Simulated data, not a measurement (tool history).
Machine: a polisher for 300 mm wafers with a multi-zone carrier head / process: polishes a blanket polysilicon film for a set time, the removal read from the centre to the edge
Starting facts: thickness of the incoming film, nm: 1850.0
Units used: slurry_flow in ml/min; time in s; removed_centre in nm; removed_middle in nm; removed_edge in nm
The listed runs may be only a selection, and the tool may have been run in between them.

Run 1, hour 0: slurry_flow 205 ml/min, centre_zone 1, middle_zone 1, edge_zone 1, time 67 s. Result: removed_centre 566.2 nm, removed_middle 548.91 nm, removed_edge 555.85 nm.
Run 2, hour 4.2: slurry_flow 205 ml/min, centre_zone 1, middle_zone 1, edge_zone 0.96, time 67 s. Result: removed_centre 550.23 nm, removed_middle 553.4 nm, removed_edge 546.56 nm.
Run 3, hour 8.5: slurry_flow 205 ml/min, centre_zone 1, middle_zone 1, edge_zone 0.96, time 56 s. Result: removed_centre 461.51 nm, removed_middle 457.54 nm, removed_edge 455.84 nm.
Run 4, hour 12.4: slurry_flow 250 ml/min, centre_zone 1, middle_zone 1, edge_zone 0.96, time 56 s. Result: removed_centre 471.16 nm, removed_middle 469.76 nm, removed_edge 471.48 nm.
Run 5, hour 13.6: slurry_flow 260 ml/min, centre_zone 1.01, middle_zone 0.98, edge_zone 0.99, time 56 s. Result: removed_centre 486.06 nm, removed_middle 462.96 nm, removed_edge 477.9 nm.
Run 6, hour 18.7: slurry_flow 260 ml/min, centre_zone 1.05, middle_zone 0.98, edge_zone 0.99, time 56 s. Result: removed_centre 504.95 nm, removed_middle 463.04 nm, removed_edge 466.66 nm.

Expected results for the next run?
Run 7, hour 23.2: slurry_flow 265 ml/min, centre_zone 1.04, middle_zone 0.96, edge_zone 1.02, time 56 s. Result: removed_centre ?, removed_middle ?, removed_edge ?.

removed_centre: 501.47 nm
removed_middle: 459.18 nm
removed_edge: 484.05 nm
